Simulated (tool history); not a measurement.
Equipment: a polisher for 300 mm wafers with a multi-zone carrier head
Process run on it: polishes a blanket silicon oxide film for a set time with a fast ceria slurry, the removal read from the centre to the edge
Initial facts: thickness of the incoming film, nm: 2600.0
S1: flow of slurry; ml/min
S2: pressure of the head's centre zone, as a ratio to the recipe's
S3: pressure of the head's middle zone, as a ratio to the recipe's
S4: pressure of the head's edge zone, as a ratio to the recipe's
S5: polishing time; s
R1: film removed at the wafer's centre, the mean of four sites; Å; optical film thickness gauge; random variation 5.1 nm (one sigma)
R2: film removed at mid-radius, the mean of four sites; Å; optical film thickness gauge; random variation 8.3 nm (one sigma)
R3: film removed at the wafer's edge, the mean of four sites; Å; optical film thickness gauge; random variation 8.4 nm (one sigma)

run  hour   S1    S2    S3    S4  S5      R1      R2      R3
  1   0.0  155  1.00  1.00  1.00  64  7062.8  7403.0  7507.6
  2   8.2  155  1.00  1.08  1.00  64  7086.9  7829.4  7397.3
  3  15.6  150  0.99  1.04  1.00  63  6831.6  7574.9  7449.2
  4  19.1  150  0.99  1.01  1.00  61  6577.5  6907.3  7083.2
  5  27.2  145  0.98  0.99  0.99  61  6586.5  6761.3  7209.9
     36.1  -- worn pad replaced by a new one
  6  36.1  145  0.98  0.99  0.95  61  6800.2  7318.5  7291.6
  7  40.7  145  0.98  0.98  0.97  60  6752.6  7033.7  7361.5
  8  42.4  145  0.98  0.98  1.00  59  6684.3  6781.7  7186.9
  9  49.2  115  0.94  0.90  1.03  53  5391.5  5381.1  6501.1
 10  54.5  120  0.95  0.90  1.03  53  5590.7  5542.2  6495.7

What will run 11 give?
 11  61.1  125  0.95  0.90  1.03  53   ?   ?   ?

R1: 5528.2 Å
R2: 5598.1 Å
R3: 6490.8 Å
